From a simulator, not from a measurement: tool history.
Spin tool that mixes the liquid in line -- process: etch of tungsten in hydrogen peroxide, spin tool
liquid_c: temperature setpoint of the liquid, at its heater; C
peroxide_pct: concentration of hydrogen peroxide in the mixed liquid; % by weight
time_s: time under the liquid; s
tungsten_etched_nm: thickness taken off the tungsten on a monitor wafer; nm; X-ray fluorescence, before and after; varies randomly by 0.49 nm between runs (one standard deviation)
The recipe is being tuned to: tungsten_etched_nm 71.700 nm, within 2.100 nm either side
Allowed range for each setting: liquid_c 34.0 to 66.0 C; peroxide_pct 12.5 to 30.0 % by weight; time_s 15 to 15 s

Run 1, hour 0.0: liquid_c 50.0 C, peroxide_pct 24.5 % by weight, time_s 15 s. Result: tungsten_etched_nm 36.990 nm.
Run 2, hour 1.2: liquid_c 50.0 C, peroxide_pct 22.5 % by weight, time_s 15 s. Result: tungsten_etched_nm 35.100 nm.
Run 3, hour 6.1: liquid_c 54.0 C, peroxide_pct 22.5 % by weight, time_s 15 s. Result: tungsten_etched_nm 44.912 nm.
Run 4, hour 7.7: liquid_c 54.0 C, peroxide_pct 27.5 % by weight, time_s 15 s. Result: tungsten_etched_nm 49.535 nm.
Run 5, hour 8.7: liquid_c 56.0 C, peroxide_pct 27.5 % by weight, time_s 15 s. Result: tungsten_etched_nm 55.825 nm.
Run 6, hour 14.0: liquid_c 57.5 C, peroxide_pct 27.5 % by weight, time_s 15 s. Result: tungsten_etched_nm 60.733 nm.
Run 7, hour 19.7: liquid_c 58.5 C, peroxide_pct 27.5 % by weight, time_s 15 s. Result: tungsten_etched_nm 65.068 nm.
Run 8, hour 27.8: liquid_c 59.0 C, peroxide_pct 27.5 % by weight, time_s 15 s. Result: tungsten_etched_nm 66.553 nm.
Run 9, hour 33.1: liquid_c 59.5 C, peroxide_pct 27.5 % by weight, time_s 15 s. Result: tungsten_etched_nm 68.541 nm.

5 candidate next runs follow, results not yet known. Just one meets every target within its allowed miss. Identify it.
Run A, hour 38.4: liquid_c 62.5 C, peroxide_pct 25.0 % by weight, time_s 15 s. Result: tungsten_etched_nm ?.
Run B, hour 38.4: liquid_c 59.0 C, peroxide_pct 24.0 % by weight, time_s 15 s. Result: tungsten_etched_nm ?.
Run C, hour 38.4: liquid_c 58.0 C, peroxide_pct 29.0 % by weight, time_s 15 s. Result: tungsten_etched_nm ?.
Run D, hour 38.4: liquid_c 61.5 C, peroxide_pct 23.5 % by weight, time_s 15 s. Result: tungsten_etched_nm ?.
Run E, hour 38.4: liquid_c 59.0 C, peroxide_pct 28.0 % by weight, time_s 15 s. Result: tungsten_etched_nm ?.

move  tungsten_etched_nm
   A              77.354
   B              62.029
   C              64.341
   D              70.855
   E              66.999
A: pushes the last run's worst result past its target
B: its largest miss is bigger than the last run's
C: its largest miss is bigger than the last run's
D: hits every target within its allowed miss
E: its largest miss is bigger than the last run's
Answer: D

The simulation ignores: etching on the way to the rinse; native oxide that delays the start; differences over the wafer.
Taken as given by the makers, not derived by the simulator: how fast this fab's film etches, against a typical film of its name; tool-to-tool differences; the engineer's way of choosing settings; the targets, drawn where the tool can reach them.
